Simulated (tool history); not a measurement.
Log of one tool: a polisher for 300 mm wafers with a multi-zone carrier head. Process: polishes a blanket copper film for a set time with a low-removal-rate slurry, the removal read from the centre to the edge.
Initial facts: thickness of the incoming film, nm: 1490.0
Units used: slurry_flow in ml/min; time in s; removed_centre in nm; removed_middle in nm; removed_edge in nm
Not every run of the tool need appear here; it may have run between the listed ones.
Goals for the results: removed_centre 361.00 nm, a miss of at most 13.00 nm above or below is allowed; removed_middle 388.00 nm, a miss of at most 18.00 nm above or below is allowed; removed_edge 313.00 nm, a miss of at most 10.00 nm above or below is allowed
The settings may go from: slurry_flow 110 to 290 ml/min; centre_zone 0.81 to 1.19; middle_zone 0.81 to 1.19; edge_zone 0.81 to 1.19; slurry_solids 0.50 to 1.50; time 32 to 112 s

{"run": 1, "hour": 0.0, "slurry_flow": 185, "centre_zone": 1.0, "middle_zone": 1.0, "edge_zone": 1.0, "slurry_solids": 1.0, "time": 72, "removed_centre": 208.38, "removed_middle": 212.91, "removed_edge": 220.45}
{"run": 2, "hour": 3.9, "slurry_flow": 185, "centre_zone": 1.0, "middle_zone": 1.0, "edge_zone": 0.92, "slurry_solids": 1.0, "time": 72, "removed_centre": 209.23, "removed_middle": 207.8, "removed_edge": 209.59}
{"run": 3, "hour": 12.5, "slurry_flow": 185, "centre_zone": 1.0, "middle_zone": 1.05, "edge_zone": 0.92, "slurry_solids": 1.0, "time": 72, "removed_centre": 205.16, "removed_middle": 222.19, "removed_edge": 207.79}
{"run": 4, "hour": 14.8, "slurry_flow": 185, "centre_zone": 1.0, "middle_zone": 1.08, "edge_zone": 0.92, "slurry_solids": 1.0, "time": 72, "removed_centre": 203.33, "removed_middle": 225.98, "removed_edge": 207.78}
{"run": 5, "hour": 23.8, "slurry_flow": 185, "centre_zone": 1.0, "middle_zone": 1.08, "edge_zone": 0.92, "slurry_solids": 1.0, "time": 65, "removed_centre": 185.77, "removed_middle": 205.87, "removed_edge": 187.67}
{"hour": 32.0, "done": "edge zone pressure recalibrated"}
{"run": 6, "hour": 32.0, "slurry_flow": 205, "centre_zone": 1.05, "middle_zone": 1.11, "edge_zone": 0.93, "slurry_solids": 1.15, "time": 72, "removed_centre": 227.34, "removed_middle": 237.95, "removed_edge": 211.13}
{"run": 7, "hour": 38.0, "slurry_flow": 215, "centre_zone": 1.05, "middle_zone": 1.13, "edge_zone": 0.93, "slurry_solids": 1.25, "time": 79, "removed_centre": 253.88, "removed_middle": 284.58, "removed_edge": 239.49}
{"run": 8, "hour": 46.4, "slurry_flow": 225, "centre_zone": 1.08, "middle_zone": 1.14, "edge_zone": 0.95, "slurry_solids": 1.3, "time": 83, "removed_centre": 280.8, "removed_middle": 302.01, "removed_edge": 255.73}
{"run": 9, "hour": 49.4, "slurry_flow": 235, "centre_zone": 1.09, "middle_zone": 1.15, "edge_zone": 0.96, "slurry_solids": 1.35, "time": 86, "removed_centre": 297.53, "removed_middle": 319.98, "removed_edge": 267.09}
{"run": 10, "hour": 55.4, "slurry_flow": 235, "centre_zone": 1.09, "middle_zone": 1.15, "edge_zone": 0.96, "slurry_solids": 1.35, "time": 86, "removed_centre": 298.23, "removed_middle": 310.37, "removed_edge": 268.21}
{"run": 11, "hour": 59.8, "slurry_flow": 235, "centre_zone": 1.1, "middle_zone": 1.16, "edge_zone": 0.95, "slurry_solids": 1.4, "time": 89, "removed_centre": 314.31, "removed_middle": 327.69, "removed_edge": 282.39}
{"run": 12, "hour": 60.6, "slurry_flow": 250, "centre_zone": 1.1, "middle_zone": 1.17, "edge_zone": 0.94, "slurry_solids": 1.4, "time": 91, "removed_centre": 328.85, "removed_middle": 344.15, "removed_edge": 288.03}
{"run": 13, "hour": 66.2, "slurry_flow": 255, "centre_zone": 1.09, "middle_zone": 1.18, "edge_zone": 0.93, "slurry_solids": 1.45, "time": 93, "removed_centre": 327.13, "removed_middle": 363.16, "removed_edge": 294.67}
{"run": 14, "hour": 72.8, "slurry_flow": 260, "centre_zone": 1.1, "middle_zone": 1.18, "edge_zone": 0.93, "slurry_solids": 1.45, "time": 94, "removed_centre": 345.35, "removed_middle": 359.67, "removed_edge": 302.35}
{"run": 15, "hour": 74.2, "slurry_flow": 250, "centre_zone": 1.1, "middle_zone": 1.18, "edge_zone": 0.91, "slurry_solids": 1.45, "time": 96, "removed_centre": 341.98, "removed_middle": 372.95, "removed_edge": 296.9}

Which single option among these 5 for the next run brings every result within its allowed miss of target? Just one does.
{"run": "A", "hour": 75.6, "slurry_flow": 230, "centre_zone": 1.15, "middle_zone": 1.14, "edge_zone": 1.0, "slurry_solids": 1.5, "time": 104, "removed_centre": "?", "removed_middle": "?", "removed_edge": "?"}
{"run": "B", "hour": 75.6, "slurry_flow": 285, "centre_zone": 1.09, "middle_zone": 1.06, "edge_zone": 1.06, "slurry_solids": 1.45, "time": 99, "removed_centre": "?", "removed_middle": "?", "removed_edge": "?"}
{"run": "C", "hour": 75.6, "slurry_flow": 280, "centre_zone": 1.14, "middle_zone": 1.16, "edge_zone": 0.86, "slurry_solids": 1.4, "time": 102, "removed_centre": "?", "removed_middle": "?", "removed_edge": "?"}
{"run": "D", "hour": 75.6, "slurry_flow": 215, "centre_zone": 1.09, "middle_zone": 1.19, "edge_zone": 0.91, "slurry_solids": 1.25, "time": 106, "removed_centre": "?", "removed_middle": "?", "removed_edge": "?"}
{"run": "E", "hour": 75.6, "slurry_flow": 230, "centre_zone": 1.15, "middle_zone": 1.19, "edge_zone": 0.93, "slurry_solids": 1.5, "time": 88, "removed_centre": "?", "removed_middle": "?", "removed_edge": "?"}

move=A removed_centre=386.81 removed_middle=389.73 removed_edge=337.92
move=B removed_centre=354.76 removed_middle=353.36 removed_edge=333.99
move=C removed_centre=378.05 removed_middle=389.16 removed_edge=308.15
move=D removed_centre=354.17 removed_middle=390.60 removed_edge=312.40
move=E removed_centre=327.42 removed_middle=342.26 removed_edge=276.07
A: the result that was furthest off in the last run now lies on the other side of its target
B: the result that was furthest off in the last run now lies on the other side of its target
C: the worst result of the last run now meets its target, but another is out of spec
D: every result lands within tolerance
E: moves away from the targets compared with the last run
Go with D: it meets all targets.

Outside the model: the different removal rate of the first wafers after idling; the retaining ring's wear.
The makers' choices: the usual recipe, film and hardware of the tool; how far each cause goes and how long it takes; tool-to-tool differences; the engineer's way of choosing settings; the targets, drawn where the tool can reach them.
